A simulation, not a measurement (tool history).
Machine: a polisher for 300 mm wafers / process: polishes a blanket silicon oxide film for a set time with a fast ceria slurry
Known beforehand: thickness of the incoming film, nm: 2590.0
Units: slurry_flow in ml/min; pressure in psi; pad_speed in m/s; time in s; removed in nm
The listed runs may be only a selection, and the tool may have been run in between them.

run	day	slurry_flow	pressure	pad_speed	time	removed
1	0.000	250	1.8	0.88	29	242.83
2	0.167	250	1.8	0.88	29	243.45
3	0.433	250	1.9	0.88	29	246.66
4	0.688	250	1.9	0.88	29	250.32
5	0.758	250	2.1	0.88	29	270.01
6	0.854	250	2.2	0.88	29	282.61
7	1.054	250	2.3	0.88	29	289.50

Predict the results of run 8:
8	1.229	250	2.4	0.88	29	?

Run 8 yielded removed 297.99 nm.

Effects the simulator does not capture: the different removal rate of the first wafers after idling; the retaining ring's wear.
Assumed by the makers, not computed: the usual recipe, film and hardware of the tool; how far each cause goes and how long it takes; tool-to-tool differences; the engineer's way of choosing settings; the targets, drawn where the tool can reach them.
